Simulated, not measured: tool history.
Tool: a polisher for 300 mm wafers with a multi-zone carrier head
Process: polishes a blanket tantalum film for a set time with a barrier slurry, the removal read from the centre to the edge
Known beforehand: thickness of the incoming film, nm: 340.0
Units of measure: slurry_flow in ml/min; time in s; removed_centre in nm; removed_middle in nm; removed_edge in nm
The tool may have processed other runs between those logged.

run	hour	slurry_flow	centre_zone	middle_zone	edge_zone	slurry_solids	time	removed_centre	removed_middle	removed_edge
1	0	315	1	1	1	1	65	99.278	101.04	105.08
2	5	315	1	1	1	1	52	79.084	84.001	84.266
3	12	315	0.93	1	1	1	52	74.684	82.182	81.038
4	15.7	315	0.93	1	0.96	1	52	74.969	81.608	81.723
5	21.8	315	0.93	1	1.01	1	52	74.354	81.441	83.869
6	28.8	315	0.93	1	1.01	1.05	52	76.494	82.539	85.477

What does the tool deliver on the next run?
7	34.9	325	0.98	0.99	1	1.15	54	?	?	?

Run 7 gave removed_centre 87.095 nm, removed_middle 89.166 nm, removed_edge 88.297 nm.

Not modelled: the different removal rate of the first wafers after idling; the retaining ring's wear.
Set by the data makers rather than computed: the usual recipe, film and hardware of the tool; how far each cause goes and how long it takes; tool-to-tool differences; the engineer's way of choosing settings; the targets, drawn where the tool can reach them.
